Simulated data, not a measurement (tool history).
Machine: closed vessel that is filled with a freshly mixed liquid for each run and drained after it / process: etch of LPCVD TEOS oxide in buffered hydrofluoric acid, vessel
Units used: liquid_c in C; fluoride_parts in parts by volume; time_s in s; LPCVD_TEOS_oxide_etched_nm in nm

run	hour	liquid_c	fluoride_parts	time_s	LPCVD_TEOS_oxide_etched_nm
1	0.0	22.0	12.5	85	126.84
2	5.3	22.0	12.5	95	141.22
3	8.5	23.0	12.0	95	155.60
4	15.9	20.5	12.0	95	136.36
5	22.5	22.0	11.5	95	154.78
6	26.9	23.0	11.0	95	170.64
7	30.8	24.0	11.0	95	180.45
8	37.2	25.0	11.0	95	190.53

For run 9, what comes out?
9	39.2	25.5	11.0	95	?

{"run 9": {"LPCVD_TEOS_oxide_etched_nm": 196.77}}
